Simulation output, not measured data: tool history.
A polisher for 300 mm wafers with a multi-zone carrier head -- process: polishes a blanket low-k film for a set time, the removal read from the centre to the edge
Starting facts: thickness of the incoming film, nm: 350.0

run,hour,flow of slurry (ml/min),pressure of the head's centre zone,pressure of the head's middle zone,pressure of the head's edge zone,abrasive content of the slurry,polishing time (s),film removed at the wafer's centre (Å),film removed at mid-radius (Å),film removed at the wafer's edge (Å)
1,0.0,225,1.00,1.00,1.00,1.00,32,110.030,111.980,112.030
2,5.5,225,1.00,1.00,0.97,1.00,32,110.620,115.850,112.600
3,11.0,225,0.99,0.98,0.98,0.90,31,100.030,105.610,104.820
4,13.8,225,1.00,0.96,0.99,0.85,30,96.403,95.032,99.050
5,20.5,225,0.99,0.94,0.98,0.80,29,90.105,88.756,90.007
6,24.1,225,0.99,0.94,1.02,0.80,29,90.561,88.775,92.819
7,25.8,220,0.97,0.92,1.02,0.75,29,85.464,83.750,87.925
8,33.3,210,0.95,0.90,1.03,0.70,29,81.207,78.203,87.905
9,34.1,210,0.94,0.89,1.01,0.65,29,77.020,75.271,82.834
10,42.0,205,0.93,0.88,0.99,0.65,29,76.981,73.476,81.312

Expected results for the next run?
11,47.7,200,0.91,0.87,0.97,0.65,29,?,?,?

Run 11 came out at film removed at the wafer's centre (Å) 74.052, film removed at mid-radius (Å) 73.658, film removed at the wafer's edge (Å) 81.530.
